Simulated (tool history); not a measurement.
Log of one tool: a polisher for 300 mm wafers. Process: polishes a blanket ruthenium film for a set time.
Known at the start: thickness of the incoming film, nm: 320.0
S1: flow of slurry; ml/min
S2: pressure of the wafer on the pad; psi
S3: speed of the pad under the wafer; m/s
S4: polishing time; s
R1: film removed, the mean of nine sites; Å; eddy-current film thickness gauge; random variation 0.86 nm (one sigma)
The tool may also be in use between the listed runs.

run 1 hour=0.0 | S1=190 S2=2.2 S3=0.76 S4=105 | R1=1028.10
run 2 hour=2.3 | S1=190 S2=1.9 S3=0.76 S4=105 | R1=894.73
run 3 hour=8.2 | S1=190 S2=1.9 S3=0.76 S4=105 | R1=918.96
run 4 hour=15.6 | S1=190 S2=1.9 S3=0.76 S4=105 | R1=915.98
run 5 hour=22.6 | S1=165 S2=1.9 S3=0.76 S4=105 | R1=891.88
run 6 hour=30.9 | S1=165 S2=1.7 S3=0.76 S4=105 | R1=794.17
run 7 hour=33.0 | S1=160 S2=1.6 S3=0.76 S4=105 | R1=741.31

The next listed run, before its measurement:
run 8 hour=34.4 | S1=155 S2=1.5 S3=0.76 S4=105 | R1=?

{"run 8": {"R1": 674.42}}

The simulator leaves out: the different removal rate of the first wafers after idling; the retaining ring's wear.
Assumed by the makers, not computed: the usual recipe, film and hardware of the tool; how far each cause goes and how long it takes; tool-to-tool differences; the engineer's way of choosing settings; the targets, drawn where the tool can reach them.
